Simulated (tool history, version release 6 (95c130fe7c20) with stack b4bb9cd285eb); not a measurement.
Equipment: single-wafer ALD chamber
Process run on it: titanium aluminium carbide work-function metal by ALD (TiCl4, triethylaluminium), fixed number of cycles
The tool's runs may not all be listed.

run	hour	heater temperature setpoint (deg C)	triethylaluminium pulse time (s)	mean film thickness on the monitor wafer (Å)
1	0.0	315	10.01	23.438
2	2.4	321	10.01	24.056
3	9.5	325	10.58	24.805
4	17.2	328	10.80	25.246
5	21.8	332	10.80	25.631
# hour 26.0: triethylaluminium bottle replaced
6	26.0	322	10.80	25.350
7	27.2	323	10.98	25.428

For run 8, what comes out?
8	31.7	324	11.11	?

{"run 8": {"mean film thickness on the monitor wafer (Å)": 25.671}}

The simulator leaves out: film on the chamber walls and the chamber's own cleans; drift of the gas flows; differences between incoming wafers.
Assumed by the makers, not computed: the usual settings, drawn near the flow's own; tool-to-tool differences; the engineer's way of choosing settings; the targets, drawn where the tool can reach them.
